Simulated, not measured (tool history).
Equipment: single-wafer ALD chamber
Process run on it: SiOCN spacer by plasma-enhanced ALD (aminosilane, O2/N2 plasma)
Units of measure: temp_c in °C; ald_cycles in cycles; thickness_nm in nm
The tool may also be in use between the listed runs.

Run 1, hour 0.0: temp_c 400 °C, ald_cycles 61 cycles. Result: thickness_nm 3.5823 nm.
Run 2, hour 5.8: temp_c 399 °C, ald_cycles 62 cycles. Result: thickness_nm 3.6473 nm.
Run 3, hour 11.1: temp_c 399 °C, ald_cycles 57 cycles. Result: thickness_nm 3.3569 nm.
Run 4, hour 16.1: temp_c 399 °C, ald_cycles 63 cycles. Result: thickness_nm 3.7089 nm.
Run 5, hour 21.0: temp_c 391 °C, ald_cycles 63 cycles. Result: thickness_nm 3.7114 nm.
Run 6, hour 23.2: temp_c 381 °C, ald_cycles 63 cycles. Result: thickness_nm 3.7015 nm.
Run 7, hour 31.8: temp_c 381 °C, ald_cycles 64 cycles. Result: thickness_nm 3.7610 nm.
Run 8, hour 37.8: temp_c 381 °C, ald_cycles 64 cycles. Result: thickness_nm 3.7543 nm.

Forecast run 9:
Run 9, hour 45.5: temp_c 381 °C, ald_cycles 65 cycles. Result: thickness_nm ?.

Logged for run 9: thickness_nm 3.8312 nm.

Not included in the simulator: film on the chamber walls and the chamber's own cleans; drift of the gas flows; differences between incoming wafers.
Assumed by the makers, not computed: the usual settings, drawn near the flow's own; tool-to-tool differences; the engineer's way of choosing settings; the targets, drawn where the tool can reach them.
